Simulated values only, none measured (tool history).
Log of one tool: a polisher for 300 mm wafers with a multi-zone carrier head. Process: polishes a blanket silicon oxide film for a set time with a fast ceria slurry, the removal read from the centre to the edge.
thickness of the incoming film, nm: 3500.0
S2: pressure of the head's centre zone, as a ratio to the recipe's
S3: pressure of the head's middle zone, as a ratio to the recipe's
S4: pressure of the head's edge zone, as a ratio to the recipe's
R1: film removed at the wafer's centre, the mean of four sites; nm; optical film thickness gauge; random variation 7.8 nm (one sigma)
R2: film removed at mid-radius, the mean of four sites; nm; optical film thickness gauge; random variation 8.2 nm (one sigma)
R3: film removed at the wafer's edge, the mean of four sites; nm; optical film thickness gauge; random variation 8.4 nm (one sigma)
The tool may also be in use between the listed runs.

run 1 hour=0.0 | flow_of_slurry_(ml/min)=235 S2=1.00 S3=1.00 S4=1.00 polishing_time_(s)=47 | R1=793.32 R2=778.22 R3=816.45
run 2 hour=6.2 | flow_of_slurry_(ml/min)=245 S2=1.01 S3=1.00 S4=1.03 polishing_time_(s)=47 | R1=806.16 R2=797.99 R3=830.41
run 3 hour=14.6 | flow_of_slurry_(ml/min)=245 S2=1.01 S3=1.00 S4=1.03 polishing_time_(s)=58 | R1=979.75 R2=989.64 R3=1017.70
run 4 hour=23.2 | flow_of_slurry_(ml/min)=245 S2=1.09 S3=1.00 S4=1.03 polishing_time_(s)=58 | R1=1073.80 R2=968.06 R3=1021.00
run 5 hour=25.9 | flow_of_slurry_(ml/min)=245 S2=1.09 S3=1.08 S4=1.03 polishing_time_(s)=58 | R1=1081.50 R2=1053.40 R3=1007.90
run 6 hour=32.3 | flow_of_slurry_(ml/min)=245 S2=1.01 S3=1.08 S4=1.03 polishing_time_(s)=58 | R1=991.11 R2=1024.90 R3=1027.90
run 7 hour=39.4 | flow_of_slurry_(ml/min)=235 S2=1.01 S3=1.05 S4=1.02 polishing_time_(s)=58 | R1=1003.90 R2=1008.80 R3=1010.10
run 8 hour=42.5 | flow_of_slurry_(ml/min)=225 S2=1.00 S3=1.02 S4=1.01 polishing_time_(s)=58 | R1=968.85 R2=995.53 R3=1008.00
run 9 hour=47.4 | flow_of_slurry_(ml/min)=225 S2=1.00 S3=0.99 S4=1.00 polishing_time_(s)=57 | R1=952.45 R2=953.43 R3=987.72

The next listed run, before its measurement:
run 10 hour=52.2 | flow_of_slurry_(ml/min)=225 S2=1.00 S3=0.97 S4=0.99 polishing_time_(s)=57 | R1=? R2=? R3=?

{"run 10": {"R1": 959.7, "R2": 932.1, "R3": 990.72}}
